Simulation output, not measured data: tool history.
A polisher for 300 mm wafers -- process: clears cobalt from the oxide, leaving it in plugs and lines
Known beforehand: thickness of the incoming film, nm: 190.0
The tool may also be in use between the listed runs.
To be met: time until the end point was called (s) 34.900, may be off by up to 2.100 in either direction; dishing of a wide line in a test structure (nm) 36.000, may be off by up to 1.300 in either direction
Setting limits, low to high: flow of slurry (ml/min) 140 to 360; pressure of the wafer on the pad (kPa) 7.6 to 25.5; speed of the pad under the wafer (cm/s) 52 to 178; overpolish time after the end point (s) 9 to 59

| run | hour | flow of slurry (ml/min) | pressure of the wafer on the pad (kPa) | speed of the pad under the wafer (cm/s) | overpolish time after the end point (s) | time until the end point was called (s) | dishing of a wide line in a test structure (nm) |
|---|---|---|---|---|---|---|---|
| 1 | 0.0 | 230 | 16.5 | 114 | 30 | 25.480 | 43.807 |
| 2 | 4.3 | 255 | 16.5 | 114 | 30 | 24.209 | 44.204 |
| 3 | 12.9 | 255 | 13.8 | 114 | 30 | 30.059 | 44.205 |
| 4 | 17.2 | 205 | 13.8 | 114 | 30 | 30.671 | 43.522 |
| 5 | 20.6 | 205 | 13.8 | 114 | 40 | 30.047 | 44.067 |
| 6 | 22.1 | 205 | 13.8 | 140 | 40 | 25.337 | 43.751 |
| 7 | 25.0 | 205 | 13.8 | 140 | 40 | 25.142 | 44.278 |
| 8 | 30.8 | 190 | 13.8 | 132 | 33 | 26.929 | 44.537 |
| 9 | 31.8 | 255 | 9.7 | 140 | 45 | 34.798 | 44.796 |
| 10 | 39.0 | 230 | 11.0 | 124 | 37 | 34.524 | 44.871 |
| 11 | 47.3 | 210 | 12.4 | 108 | 42 | 35.529 | 44.714 |
| 12 | 52.4 | 195 | 13.1 | 102 | 35 | 35.631 | 43.127 |
| 13 | 60.3 | 185 | 14.5 | 90 | 29 | 36.864 | 42.896 |
| 14 | 68.4 | 175 | 15.9 | 82 | 24 | 37.872 | 42.038 |
| 15 | 75.9 | 165 | 17.2 | 76 | 21 | 36.415 | 41.164 |
| 16 | 84.8 | 160 | 18.6 | 70 | 18 | 38.122 | 39.039 |
| 17 | 91.0 | 155 | 19.3 | 68 | 16 | 37.878 | 37.234 |
| 18 | 97.4 | 155 | 20.0 | 68 | 16 | 37.228 | 38.429 |

Which single option among these 5 for the next run brings every result within its allowed miss of target? Just one does.
| A | 103.8 | 160 | 20.0 | 78 | 22 | ? | ? |
| B | 103.8 | 170 | 15.9 | 78 | 16 | ? | ? |
| C | 103.8 | 220 | 15.2 | 102 | 22 | ? | ? |
| D | 103.8 | 150 | 24.1 | 58 | 13 | ? | ? |
| E | 103.8 | 160 | 18.6 | 76 | 18 | ? | ? |

| move | time until the end point was called (s) | dishing of a wide line in a test structure (nm) |
|---|---|---|
| A | 31.724 | 41.909 |
| B | 39.287 | 36.808 |
| C | 30.428 | 42.162 |
| D | 35.443 | 35.339 |
| E | 34.866 | 39.530 |
A: moves away from the targets compared with the last run
B: puts the biggest miss on target and leaves a different result outside tolerance
C: moves away from the targets compared with the last run
D: each result inside its tolerance
E: moves away from the targets compared with the last run
D is the move that brings every result within its allowed miss.
